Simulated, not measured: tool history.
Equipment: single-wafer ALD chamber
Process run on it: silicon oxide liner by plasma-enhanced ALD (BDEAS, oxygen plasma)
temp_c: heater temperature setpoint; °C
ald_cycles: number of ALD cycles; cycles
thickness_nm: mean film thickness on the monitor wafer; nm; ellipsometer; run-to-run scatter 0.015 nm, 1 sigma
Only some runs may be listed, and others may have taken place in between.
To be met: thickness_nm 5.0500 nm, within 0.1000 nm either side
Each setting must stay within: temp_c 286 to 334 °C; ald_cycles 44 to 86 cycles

run  hour  temp_c  ald_cycles  thickness_nm
  1   0.0     310          65        5.9193
  2   4.8     304          65        5.9695
  3  13.0     297          65        6.0998
  4  20.4     299          63        5.8621
  5  21.7     299          72        6.7088
  6  29.7     299          63        5.8865
  7  37.4     301          61        5.6305
  8  43.4     302          60        5.5402
  9  47.6     303          59        5.4180
 10  50.4     308          54        4.9429

Below are 5 possible settings for the next run. Only one of them brings all results inside the allowed miss of their targets. Which is it?
  A  53.2     309          53             ?
  B  53.2     312          53             ?
  C  53.2     318          53             ?
  D  53.2     304          55             ?
  E  53.2     307          52             ?

move  thickness_nm
   A        4.8563
   B        4.8350
   C        4.7924
   D        5.0764
   E        4.7786
A: the biggest miss grows against the last run
B: the biggest miss grows against the last run
C: the biggest miss grows against the last run
D: all results land within tolerance of their targets
E: the biggest miss grows against the last run
Correct choice: D, which meets every target
